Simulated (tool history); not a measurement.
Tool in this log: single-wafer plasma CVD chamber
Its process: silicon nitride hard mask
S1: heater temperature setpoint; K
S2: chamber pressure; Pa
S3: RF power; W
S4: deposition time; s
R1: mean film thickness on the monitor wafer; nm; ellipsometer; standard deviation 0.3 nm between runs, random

run	hour	S1	S2	S3	S4	R1
1	0.0	683.15	249	280	52.6	61.813
2	4.9	683.15	241	275	52.6	60.219
3	11.6	683.15	233	270	52.6	58.407
4	18.7	683.15	205	270	52.6	57.633
5	25.2	674.15	205	270	52.6	57.124
6	28.3	674.15	205	245	52.6	51.977
7	33.8	674.15	204	245	52.6	52.618

What does the tool deliver on the next run?
8	42.1	674.15	175	235	52.6	?

{"run 8": {"R1": 48.32}}
